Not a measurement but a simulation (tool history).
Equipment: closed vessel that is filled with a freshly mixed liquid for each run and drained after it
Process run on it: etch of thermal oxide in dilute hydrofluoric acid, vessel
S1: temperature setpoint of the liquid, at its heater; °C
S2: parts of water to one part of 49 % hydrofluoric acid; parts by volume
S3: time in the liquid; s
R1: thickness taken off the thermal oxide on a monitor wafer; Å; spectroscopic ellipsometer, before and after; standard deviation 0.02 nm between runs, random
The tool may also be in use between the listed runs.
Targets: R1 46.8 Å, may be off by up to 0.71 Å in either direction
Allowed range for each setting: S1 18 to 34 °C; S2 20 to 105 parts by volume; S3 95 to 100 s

{"run": 1, "hour": 0.0, "S1": 26, "S2": 55, "S3": 95, "R1": 84.113}
{"run": 2, "hour": 2.4, "S1": 23.5, "S2": 60, "S3": 95, "R1": 68.869}
{"run": 3, "hour": 10.9, "S1": 23.5, "S2": 60, "S3": 100, "R1": 72.252}
{"run": 4, "hour": 12.9, "S1": 23.5, "S2": 60, "S3": 100, "R1": 72.424}
{"run": 5, "hour": 20.0, "S1": 23.5, "S2": 80, "S3": 100, "R1": 52.919}
{"run": 6, "hour": 21.2, "S1": 27, "S2": 80, "S3": 100, "R1": 60.979}
{"run": 7, "hour": 22.9, "S1": 23, "S2": 80, "S3": 100, "R1": 51.963}
{"run": 8, "hour": 28.2, "S1": 23, "S2": 80, "S3": 100, "R1": 51.791}
{"run": 9, "hour": 30.4, "S1": 22, "S2": 80, "S3": 100, "R1": 49.819}
{"run": 10, "hour": 32.9, "S1": 21.5, "S2": 80, "S3": 100, "R1": 48.788}
{"run": 11, "hour": 40.6, "S1": 21, "S2": 80, "S3": 100, "R1": 47.795}

4 next moves are on the table. One of them brings every result within its allowed miss. Which?
{"run": "A", "hour": 48.3, "S1": 19.5, "S2": 80, "S3": 100, "R1": "?"}
{"run": "B", "hour": 48.3, "S1": 21, "S2": 80, "S3": 95, "R1": "?"}
{"run": "C", "hour": 48.3, "S1": 20, "S2": 75, "S3": 95, "R1": "?"}
{"run": "D", "hour": 48.3, "S1": 24, "S2": 90, "S3": 95, "R1": "?"}

move=A R1=44.971
move=B R1=45.468
move=C R1=46.8
move=D R1=45.099
A: pushes the last run's worst result past its target
B: pushes the last run's worst result past its target
C: in spec on every target
D: pushes the last run's worst result past its target
C is the move that brings every result within its allowed miss.
